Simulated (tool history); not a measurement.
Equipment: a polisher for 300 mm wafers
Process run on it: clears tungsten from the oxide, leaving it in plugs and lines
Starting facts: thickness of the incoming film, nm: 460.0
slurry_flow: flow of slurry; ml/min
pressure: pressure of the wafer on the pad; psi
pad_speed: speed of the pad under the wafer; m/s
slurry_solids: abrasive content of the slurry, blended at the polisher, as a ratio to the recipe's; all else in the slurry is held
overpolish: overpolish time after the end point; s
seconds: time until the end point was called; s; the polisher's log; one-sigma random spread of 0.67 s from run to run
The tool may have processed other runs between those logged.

Run 1, hour 0.0: slurry_flow 270 ml/min, pressure 3.9 psi, pad_speed 1.06 m/s, slurry_solids 1.0, overpolish 8 s. Result: seconds 76.027 s.
Run 2, hour 9.0: slurry_flow 270 ml/min, pressure 4.2 psi, pad_speed 1.06 m/s, slurry_solids 1.0, overpolish 8 s. Result: seconds 71.318 s.
Run 3, hour 18.0: slurry_flow 270 ml/min, pressure 4.5 psi, pad_speed 1.06 m/s, slurry_solids 1.0, overpolish 8 s. Result: seconds 67.093 s.
Run 4, hour 24.4: slurry_flow 270 ml/min, pressure 3.5 psi, pad_speed 1.06 m/s, slurry_solids 1.0, overpolish 8 s. Result: seconds 84.706 s.
Run 5, hour 33.2: slurry_flow 270 ml/min, pressure 3.5 psi, pad_speed 1.06 m/s, slurry_solids 0.9, overpolish 8 s. Result: seconds 85.386 s.
Run 6, hour 37.7: slurry_flow 270 ml/min, pressure 3.5 psi, pad_speed 1.06 m/s, slurry_solids 0.9, overpolish 8 s. Result: seconds 89.570 s.
Run 7, hour 45.6: slurry_flow 270 ml/min, pressure 3.9 psi, pad_speed 1.06 m/s, slurry_solids 0.9, overpolish 8 s. Result: seconds 78.108 s.
Run 8, hour 49.6: slurry_flow 270 ml/min, pressure 4.2 psi, pad_speed 1.06 m/s, slurry_solids 0.9, overpolish 8 s. Result: seconds 71.521 s.
Run 9, hour 57.3: slurry_flow 270 ml/min, pressure 4.5 psi, pad_speed 1.06 m/s, slurry_solids 0.9, overpolish 8 s. Result: seconds 67.254 s.
Run 10, hour 65.7: slurry_flow 270 ml/min, pressure 4.7 psi, pad_speed 1.06 m/s, slurry_solids 0.9, overpolish 8 s. Result: seconds 64.876 s.
Run 11, hour 68.2: slurry_flow 270 ml/min, pressure 4.7 psi, pad_speed 1.06 m/s, slurry_solids 0.9, overpolish 8 s. Result: seconds 64.549 s.
Run 12, hour 74.0: slurry_flow 270 ml/min, pressure 5.8 psi, pad_speed 1.08 m/s, slurry_solids 0.9, overpolish 8 s. Result: seconds 52.892 s.

Run 13 has not been measured yet. What should we expect?
Run 13, hour 79.8: slurry_flow 270 ml/min, pressure 5.9 psi, pad_speed 1.08 m/s, slurry_solids 0.9, overpolish 8 s. Result: seconds ?.

Run 13 produced seconds 51.706 s.
